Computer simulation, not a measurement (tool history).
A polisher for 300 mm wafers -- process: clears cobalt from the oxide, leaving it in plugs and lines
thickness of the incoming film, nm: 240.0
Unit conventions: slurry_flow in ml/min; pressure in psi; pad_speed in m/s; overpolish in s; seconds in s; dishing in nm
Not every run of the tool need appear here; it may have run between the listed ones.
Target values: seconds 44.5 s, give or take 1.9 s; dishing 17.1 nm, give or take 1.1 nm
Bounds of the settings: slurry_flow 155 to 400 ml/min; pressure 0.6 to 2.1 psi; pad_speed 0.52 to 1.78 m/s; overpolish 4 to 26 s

run 1 hour=0 | slurry_flow=255 pressure=1.3 pad_speed=1.14 overpolish=13 | seconds=60.802 dishing=35.548
run 2 hour=2.3 | slurry_flow=255 pressure=1.2 pad_speed=1.14 overpolish=13 | seconds=63.428 dishing=32.732
run 3 hour=3.7 | slurry_flow=295 pressure=1 pad_speed=1.32 overpolish=10 | seconds=64.989 dishing=26.098
run 4 hour=7.6 | slurry_flow=325 pressure=1 pad_speed=1.44 overpolish=8 | seconds=60.642 dishing=24.174
run 5 hour=10.7 | slurry_flow=345 pressure=1 pad_speed=1.54 overpolish=7 | seconds=56.323 dishing=21.721
run 6 hour=17.9 | slurry_flow=345 pressure=1 pad_speed=1.54 overpolish=10 | seconds=56.929 dishing=30.157
run 7 hour=24 | slurry_flow=290 pressure=1.1 pad_speed=1.48 overpolish=8 | seconds=52.598 dishing=26.203
run 8 hour=29.2 | slurry_flow=270 pressure=1.1 pad_speed=1.48 overpolish=7 | seconds=55.127 dishing=23.14
run 9 hour=35.6 | slurry_flow=240 pressure=1.1 pad_speed=1.56 overpolish=6 | seconds=52.164 dishing=21.651
run 10 hour=40.4 | slurry_flow=170 pressure=1.1 pad_speed=1.78 overpolish=4 | seconds=45.971 dishing=15.932
run 11 hour=41.2 | slurry_flow=175 pressure=1.1 pad_speed=1.78 overpolish=4 | seconds=47.68 dishing=16.086

Which one of the following 5 next-run settings gets every result inside its allowed miss? There is exactly one.
run A hour=42 | slurry_flow=215 pressure=1.3 pad_speed=1.34 overpolish=5 | seconds=? dishing=?
run B hour=42 | slurry_flow=170 pressure=1.1 pad_speed=1.76 overpolish=4 | seconds=? dishing=?
run C hour=42 | slurry_flow=170 pressure=1 pad_speed=1.78 overpolish=4 | seconds=? dishing=?
run D hour=42 | slurry_flow=180 pressure=1.1 pad_speed=1.6 overpolish=4 | seconds=? dishing=?
run E hour=42 | slurry_flow=175 pressure=1.2 pad_speed=1.72 overpolish=4 | seconds=? dishing=?

move=A seconds=51.807 dishing=18.199
move=B seconds=47.685 dishing=16.098
move=C seconds=51.693 dishing=14.99
move=D seconds=52.061 dishing=14.896
move=E seconds=44.713 dishing=17.032
A: misses by more than the last run did
B: no nearer and no further than the last run
C: misses by more than the last run did
D: misses by more than the last run did
E: all results in spec
The right move is E.

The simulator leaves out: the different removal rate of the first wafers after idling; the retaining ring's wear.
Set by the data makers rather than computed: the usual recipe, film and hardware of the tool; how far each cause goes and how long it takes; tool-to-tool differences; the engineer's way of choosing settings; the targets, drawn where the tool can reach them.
